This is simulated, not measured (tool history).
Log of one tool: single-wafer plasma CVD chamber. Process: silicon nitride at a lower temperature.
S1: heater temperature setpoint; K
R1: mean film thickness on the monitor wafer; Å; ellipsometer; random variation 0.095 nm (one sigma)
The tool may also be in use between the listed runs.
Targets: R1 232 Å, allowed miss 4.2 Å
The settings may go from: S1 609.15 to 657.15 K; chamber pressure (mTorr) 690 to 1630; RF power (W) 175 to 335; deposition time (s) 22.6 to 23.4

Run 1, day 0: S1 633.15 K, chamber pressure (mTorr) 1160, RF power (W) 255, deposition time (s) 22.6. Result: R1 199.19 Å.
Run 2, day 0.092: S1 633.15 K, chamber pressure (mTorr) 1260, RF power (W) 260, deposition time (s) 22.6. Result: R1 210.97 Å.
Run 3, day 0.15: S1 633.15 K, chamber pressure (mTorr) 1070, RF power (W) 260, deposition time (s) 22.6. Result: R1 194.64 Å.
Run 4, day 0.254: S1 626.15 K, chamber pressure (mTorr) 1070, RF power (W) 260, deposition time (s) 22.6. Result: R1 196.38 Å.
Run 5, day 0.296: S1 621.15 K, chamber pressure (mTorr) 1070, RF power (W) 260, deposition time (s) 22.6. Result: R1 195.36 Å.
Run 6, day 0.321: S1 621.15 K, chamber pressure (mTorr) 1180, RF power (W) 260, deposition time (s) 22.6. Result: R1 204.76 Å.
Run 7, day 0.642: S1 621.15 K, chamber pressure (mTorr) 1260, RF power (W) 260, deposition time (s) 22.6. Result: R1 211.03 Å.
Run 8, day 0.738: S1 621.15 K, chamber pressure (mTorr) 1320, RF power (W) 260, deposition time (s) 22.6. Result: R1 215.05 Å.
Run 9, day 1.046: S1 621.15 K, chamber pressure (mTorr) 1370, RF power (W) 260, deposition time (s) 22.6. Result: R1 216.62 Å.
Run 10, day 1.275: S1 621.15 K, chamber pressure (mTorr) 1420, RF power (W) 260, deposition time (s) 22.6. Result: R1 220.81 Å.
Run 11, day 1.429: S1 621.15 K, chamber pressure (mTorr) 1450, RF power (W) 260, deposition time (s) 22.6. Result: R1 223.12 Å.
Run 12, day 1.596: S1 621.15 K, chamber pressure (mTorr) 1480, RF power (W) 260, deposition time (s) 22.6. Result: R1 224.96 Å.
Run 13, day 1.738: S1 621.15 K, chamber pressure (mTorr) 1500, RF power (W) 260, deposition time (s) 22.6. Result: R1 225.34 Å.

4 next moves are on the table. One of them brings every result within its allowed miss. Which?
Run A, day 1.879: S1 621.15 K, chamber pressure (mTorr) 1540, RF power (W) 275, deposition time (s) 22.6. Result: R1 ?.
Run B, day 1.879: S1 621.15 K, chamber pressure (mTorr) 1520, RF power (W) 275, deposition time (s) 22.7. Result: R1 ?.
Run C, day 1.879: S1 629.15 K, chamber pressure (mTorr) 1610, RF power (W) 255, deposition time (s) 23.2. Result: R1 ?.
Run D, day 1.879: S1 627.15 K, chamber pressure (mTorr) 1600, RF power (W) 270, deposition time (s) 23.2. Result: R1 ?.

move      R1
   A  237.78
   B  237.69
   C  232.47
   D  243.38
A: takes the result that was furthest off past its target
B: takes the result that was furthest off past its target
C: meets every target
D: takes the result that was furthest off past its target
Move C is the one to make.

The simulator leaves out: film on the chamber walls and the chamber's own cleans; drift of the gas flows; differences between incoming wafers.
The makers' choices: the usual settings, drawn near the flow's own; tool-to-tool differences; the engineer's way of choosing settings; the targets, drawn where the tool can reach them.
